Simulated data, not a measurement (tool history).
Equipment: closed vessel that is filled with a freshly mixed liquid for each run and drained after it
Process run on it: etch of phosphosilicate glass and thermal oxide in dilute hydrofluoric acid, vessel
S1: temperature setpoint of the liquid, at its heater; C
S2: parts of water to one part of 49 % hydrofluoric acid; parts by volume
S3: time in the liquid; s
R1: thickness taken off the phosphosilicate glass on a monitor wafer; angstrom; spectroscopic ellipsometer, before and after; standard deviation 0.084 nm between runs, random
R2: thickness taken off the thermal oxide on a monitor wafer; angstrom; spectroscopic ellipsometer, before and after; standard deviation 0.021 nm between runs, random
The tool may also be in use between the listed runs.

run 1 hour=0.0 | S1=26.0 S2=275 S3=75 | R1=294.71 R2=9.8220
run 2 hour=8.8 | S1=22.5 S2=275 S3=75 | R1=260.92 R2=8.5081
run 3 hour=15.3 | S1=22.0 S2=275 S3=75 | R1=257.38 R2=7.7297
run 4 hour=21.7 | S1=22.0 S2=275 S3=90 | R1=308.58 R2=9.6384
run 5 hour=27.5 | S1=21.5 S2=275 S3=90 | R1=302.71 R2=9.4682
run 6 hour=35.7 | S1=24.0 S2=275 S3=90 | R1=328.84 R2=10.4320
-- hour=44.7 hydrofluoric acid flow meter replaced
run 7 hour=44.7 | S1=23.5 S2=275 S3=90 | R1=360.38 R2=11.1850
run 8 hour=45.8 | S1=23.0 S2=275 S3=90 | R1=353.70 R2=10.4840
run 9 hour=50.4 | S1=22.5 S2=280 S3=90 | R1=340.93 R2=10.8440
run 10 hour=58.3 | S1=22.0 S2=285 S3=90 | R1=327.60 R2=9.7057
run 11 hour=59.2 | S1=19.0 S2=330 S3=90 | R1=243.83 R2=7.5433
run 12 hour=62.6 | S1=19.5 S2=330 S3=90 | R1=245.42 R2=7.6922
run 13 hour=66.9 | S1=19.5 S2=330 S3=90 | R1=246.46 R2=7.8157

The next listed run, before its measurement:
run 14 hour=70.9 | S1=19.5 S2=330 S3=90 | R1=? R2=?

{"run 14": {"R1": 246.74, "R2": 7.7748}}
